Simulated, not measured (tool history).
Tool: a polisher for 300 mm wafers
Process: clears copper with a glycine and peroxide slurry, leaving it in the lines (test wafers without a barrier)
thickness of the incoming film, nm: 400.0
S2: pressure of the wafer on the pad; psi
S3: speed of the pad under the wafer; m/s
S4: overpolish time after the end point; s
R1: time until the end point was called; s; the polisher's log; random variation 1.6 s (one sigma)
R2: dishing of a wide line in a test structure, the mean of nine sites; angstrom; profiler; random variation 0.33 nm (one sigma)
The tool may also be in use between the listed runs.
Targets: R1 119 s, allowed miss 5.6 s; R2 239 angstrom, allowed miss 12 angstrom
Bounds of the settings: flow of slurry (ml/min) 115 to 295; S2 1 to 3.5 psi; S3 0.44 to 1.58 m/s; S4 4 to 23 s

run 1 hour=0 | flow_of_slurry_(ml/min)=190 S2=2.2 S3=1 S4=12 | R1=100.64 R2=300.08
run 2 hour=7.5 | flow_of_slurry_(ml/min)=190 S2=2.1 S3=1 S4=12 | R1=107.07 R2=295.28
run 3 hour=9.1 | flow_of_slurry_(ml/min)=190 S2=2.1 S3=1 S4=9 | R1=103.96 R2=237.65
run 4 hour=15.1 | flow_of_slurry_(ml/min)=190 S2=2 S3=1 S4=9 | R1=108.84 R2=232.11
run 5 hour=18.7 | flow_of_slurry_(ml/min)=190 S2=2 S3=1 S4=5 | R1=108.96 R2=144.22
run 6 hour=27.4 | flow_of_slurry_(ml/min)=190 S2=1.9 S3=1 S4=6 | R1=112.27 R2=159.03
run 7 hour=33.7 | flow_of_slurry_(ml/min)=190 S2=1.9 S3=1 S4=7 | R1=113.42 R2=177.92
run 8 hour=39.9 | flow_of_slurry_(ml/min)=190 S2=1.9 S3=1 S4=8 | R1=114.17 R2=203.83
run 9 hour=47.1 | flow_of_slurry_(ml/min)=190 S2=1.9 S3=1.02 S4=8 | R1=110.62 R2=209.13
run 10 hour=54.6 | flow_of_slurry_(ml/min)=185 S2=1.7 S3=1 S4=12 | R1=123.44 R2=271.79
run 11 hour=56 | flow_of_slurry_(ml/min)=185 S2=1.8 S3=1 S4=11 | R1=116.21 R2=252.39

Which of these 4 next moves meets every target?
run A hour=57.4 | flow_of_slurry_(ml/min)=235 S2=1.9 S3=0.86 S4=12 | R1=? R2=?
run B hour=57.4 | flow_of_slurry_(ml/min)=180 S2=1.4 S3=1.18 S4=10 | R1=? R2=?
run C hour=57.4 | flow_of_slurry_(ml/min)=145 S2=2.4 S3=0.74 S4=10 | R1=? R2=?
run D hour=57.4 | flow_of_slurry_(ml/min)=190 S2=1.5 S3=1.08 S4=11 | R1=? R2=?

move=A R1=120.11 R2=272.9
move=B R1=126.38 R2=224.43
move=C R1=116.49 R2=242.62
move=D R1=126.44 R2=242.98
A: further off than the last run
B: takes the result that was furthest off past its target
C: meets every target
D: brings the result that was furthest off to its target, and leaves another outside
Answer: C
